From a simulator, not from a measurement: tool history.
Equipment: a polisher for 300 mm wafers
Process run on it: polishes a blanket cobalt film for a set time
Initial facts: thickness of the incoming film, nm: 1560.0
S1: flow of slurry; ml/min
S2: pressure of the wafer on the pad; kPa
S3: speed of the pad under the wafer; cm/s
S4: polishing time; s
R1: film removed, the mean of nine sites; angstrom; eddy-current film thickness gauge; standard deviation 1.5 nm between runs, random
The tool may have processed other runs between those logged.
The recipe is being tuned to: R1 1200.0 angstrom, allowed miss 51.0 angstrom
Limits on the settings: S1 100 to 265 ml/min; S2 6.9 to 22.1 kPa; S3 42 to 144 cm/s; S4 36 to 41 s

run,hour,S1,S2,S3,S4,R1
1,0.0,170,14.5,92,41,1947.2
2,1.4,170,14.5,92,41,1944.1
3,4.7,170,13.1,92,41,1764.8
4,5.5,170,13.1,92,41,1788.1
5,10.9,170,13.1,112,41,2146.5
6,17.1,170,13.1,102,41,1968.0
7,18.2,170,11.7,100,41,1730.0
8,19.8,170,11.0,100,41,1588.0
9,27.2,170,10.3,100,41,1517.0
10,27.8,170,9.7,100,41,1422.6
11,33.9,165,6.9,100,41,1062.5
12,42.2,190,8.3,100,41,1236.6

5 next moves are on the table. One of them brings every result within its allowed miss. Which?
A,50.5,185,9.0,98,37,?
B,50.5,180,7.6,116,41,?
C,50.5,215,8.3,96,36,?
D,50.5,170,9.7,104,36,?
E,50.5,215,7.6,122,38,?

move,R1
A,1188.2
B,1319.3
C,1070.6
D,1299.0
E,1314.4
A: each result inside its tolerance
B: moves away from the targets compared with the last run
C: moves the result that the last run missed by most past its target, out the other side
D: moves away from the targets compared with the last run
E: moves away from the targets compared with the last run
Go with A: it meets all targets.

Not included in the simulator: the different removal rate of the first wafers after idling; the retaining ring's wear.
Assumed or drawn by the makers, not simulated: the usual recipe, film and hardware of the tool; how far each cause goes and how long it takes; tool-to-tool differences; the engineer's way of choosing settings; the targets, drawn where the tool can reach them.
